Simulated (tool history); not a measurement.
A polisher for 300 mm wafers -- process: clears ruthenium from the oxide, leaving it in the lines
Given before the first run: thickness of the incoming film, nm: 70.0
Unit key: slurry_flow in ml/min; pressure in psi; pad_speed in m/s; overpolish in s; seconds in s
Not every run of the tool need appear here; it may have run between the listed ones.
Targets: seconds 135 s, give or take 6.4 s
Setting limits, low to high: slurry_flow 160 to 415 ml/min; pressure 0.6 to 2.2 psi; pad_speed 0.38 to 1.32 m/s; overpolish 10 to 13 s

{"run": 1, "hour": 0.0, "slurry_flow": 265, "pressure": 1.4, "pad_speed": 0.84, "overpolish": 13, "seconds": 101.56}
{"run": 2, "hour": 4.9, "slurry_flow": 265, "pressure": 1.4, "pad_speed": 0.84, "overpolish": 13, "seconds": 103.3}
{"run": 3, "hour": 11.4, "slurry_flow": 320, "pressure": 1.4, "pad_speed": 0.84, "overpolish": 13, "seconds": 103.28}
{"run": 4, "hour": 12.8, "slurry_flow": 320, "pressure": 1.3, "pad_speed": 0.84, "overpolish": 13, "seconds": 108.48}
{"run": 5, "hour": 18.0, "slurry_flow": 320, "pressure": 1.2, "pad_speed": 0.84, "overpolish": 13, "seconds": 117.29}
{"run": 6, "hour": 19.2, "slurry_flow": 320, "pressure": 1.2, "pad_speed": 0.92, "overpolish": 13, "seconds": 107.07}
{"run": 7, "hour": 27.2, "slurry_flow": 320, "pressure": 1.1, "pad_speed": 0.92, "overpolish": 13, "seconds": 117.56}
{"run": 8, "hour": 34.2, "slurry_flow": 320, "pressure": 1, "pad_speed": 0.92, "overpolish": 13, "seconds": 125.87}

Pick the move, out of 4, that brings all results within their allowed miss; only one does.
{"run": "A", "hour": 41.2, "slurry_flow": 405, "pressure": 0.7, "pad_speed": 1.04, "overpolish": 13, "seconds": "?"}
{"run": "B", "hour": 41.2, "slurry_flow": 280, "pressure": 1.1, "pad_speed": 0.88, "overpolish": 13, "seconds": "?"}
{"run": "C", "hour": 41.2, "slurry_flow": 320, "pressure": 1.1, "pad_speed": 0.88, "overpolish": 10, "seconds": "?"}
{"run": "D", "hour": 41.2, "slurry_flow": 255, "pressure": 1, "pad_speed": 0.88, "overpolish": 13, "seconds": "?"}

move=A seconds=151.81
move=B seconds=122.15
move=C seconds=120.62
move=D seconds=134.17
A: takes the biggest miss from the last run beyond its target
B: misses by more than the last run did
C: misses by more than the last run did
D: every result lands within tolerance
D is the move that brings every result within its allowed miss.
